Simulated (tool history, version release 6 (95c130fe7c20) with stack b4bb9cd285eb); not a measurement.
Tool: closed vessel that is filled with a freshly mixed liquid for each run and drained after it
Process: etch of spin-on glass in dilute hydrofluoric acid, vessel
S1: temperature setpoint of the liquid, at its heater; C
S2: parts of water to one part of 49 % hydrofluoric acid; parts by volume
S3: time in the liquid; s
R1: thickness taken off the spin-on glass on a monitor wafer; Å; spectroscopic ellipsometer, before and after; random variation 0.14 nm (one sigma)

run  hour    S1   S2  S3      R1
  1     0    21  240  95   84.12
  2   5.7    22  220  95  97.124
  3   7.6    23  205  95  111.61
  4  16.6  25.5  205  95  120.67
  5  22.5    26  190  95  134.64
  6  30.5  28.5  190  95  147.76

The next listed run, before its measurement:
  7  39.6  28.5  180  95   ?

Run 7 gave R1 156.49 Å.
